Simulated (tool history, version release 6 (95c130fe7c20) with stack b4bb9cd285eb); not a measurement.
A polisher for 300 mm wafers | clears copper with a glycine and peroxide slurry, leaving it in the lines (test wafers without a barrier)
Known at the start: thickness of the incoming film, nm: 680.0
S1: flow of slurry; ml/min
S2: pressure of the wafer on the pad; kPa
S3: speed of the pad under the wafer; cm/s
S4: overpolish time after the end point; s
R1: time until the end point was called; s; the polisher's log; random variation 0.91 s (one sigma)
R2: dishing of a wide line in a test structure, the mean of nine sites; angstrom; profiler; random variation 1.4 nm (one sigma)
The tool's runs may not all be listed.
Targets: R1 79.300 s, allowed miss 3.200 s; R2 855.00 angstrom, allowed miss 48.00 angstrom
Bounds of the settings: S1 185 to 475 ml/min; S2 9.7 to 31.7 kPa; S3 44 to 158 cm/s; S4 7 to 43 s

run	hour	S1	S2	S3	S4	R1	R2
1	0.0	305	20.7	100	22	100.610	712.13
2	9.0	305	20.7	82	22	120.760	641.41
3	10.1	305	22.8	82	22	111.050	682.38
4	17.5	235	22.8	82	22	111.860	681.44
5	20.5	235	24.8	82	22	105.440	705.64
6	28.0	285	24.8	82	22	104.630	700.59
7	30.6	285	26.2	84	22	97.910	736.12
8	36.6	285	27.6	86	22	90.799	771.46
9	43.1	285	28.3	86	22	89.372	778.63
10	51.8	285	29.0	86	22	87.370	756.53
11	57.8	285	29.6	86	23	86.296	792.36
12	63.0	285	30.3	86	23	86.419	831.77
13	64.1	285	30.3	88	23	84.745	813.14

4 next moves are on the table. One of them brings every result within its allowed miss. Which?
A	65.2	320	30.3	92	24	?	?
B	65.2	260	29.0	96	18	?	?
C	65.2	260	29.6	86	19	?	?
D	65.2	280	24.1	118	18	?	?

move	R1	R2
A	80.734	849.28
B	82.106	731.01
C	88.498	727.71
D	80.009	720.99
A: meets every target
B: brings the result that was furthest off to its target, and leaves another outside
C: further off than the last run
D: brings the result that was furthest off to its target, and leaves another outside
Answer: A

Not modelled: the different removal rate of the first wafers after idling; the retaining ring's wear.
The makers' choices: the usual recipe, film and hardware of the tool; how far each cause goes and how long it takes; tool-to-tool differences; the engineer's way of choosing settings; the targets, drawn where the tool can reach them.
